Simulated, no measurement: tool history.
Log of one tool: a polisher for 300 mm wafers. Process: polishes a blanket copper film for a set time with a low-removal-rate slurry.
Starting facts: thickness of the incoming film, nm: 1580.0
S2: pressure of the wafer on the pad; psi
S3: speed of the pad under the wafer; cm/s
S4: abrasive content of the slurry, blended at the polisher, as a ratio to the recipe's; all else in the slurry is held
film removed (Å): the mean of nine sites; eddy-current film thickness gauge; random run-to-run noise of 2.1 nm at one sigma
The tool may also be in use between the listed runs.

Run 1, hour 0: flow of slurry (ml/min) 160, S2 2.2 psi, S3 96 cm/s, S4 1, polishing time (s) 52. Result: film removed (Å) 1106.1.
Run 2, hour 6.9: flow of slurry (ml/min) 160, S2 2.4 psi, S3 96 cm/s, S4 1, polishing time (s) 52. Result: film removed (Å) 1128.8.
Run 3, hour 8.1: flow of slurry (ml/min) 160, S2 2.4 psi, S3 96 cm/s, S4 0.85, polishing time (s) 52. Result: film removed (Å) 1120.5.
Run 4, hour 16: flow of slurry (ml/min) 160, S2 2 psi, S3 96 cm/s, S4 0.85, polishing time (s) 52. Result: film removed (Å) 994.63.
Run 5, hour 24.9: flow of slurry (ml/min) 160, S2 2 psi, S3 96 cm/s, S4 0.85, polishing time (s) 52. Result: film removed (Å) 1010.7.
Run 6, hour 33.5: flow of slurry (ml/min) 135, S2 2 psi, S3 96 cm/s, S4 0.85, polishing time (s) 52. Result: film removed (Å) 980.69.
Run 7, hour 35.8: flow of slurry (ml/min) 145, S2 2.6 psi, S3 100 cm/s, S4 0.85, polishing time (s) 52. Result: film removed (Å) 1208.5.
Run 8, hour 44.3: flow of slurry (ml/min) 145, S2 2.6 psi, S3 100 cm/s, S4 0.85, polishing time (s) 52. Result: film removed (Å) 1210.
Run 9, hour 49.2: flow of slurry (ml/min) 150, S2 3.2 psi, S3 102 cm/s, S4 0.85, polishing time (s) 52. Result: film removed (Å) 1424.4.

Run 10 comes next. What will it give?
Run 10, hour 54: flow of slurry (ml/min) 150, S2 3.3 psi, S3 102 cm/s, S4 0.85, polishing time (s) 52. Result: film removed (Å) ?.

For run 10 the tool returned film removed (Å) 1462.2.
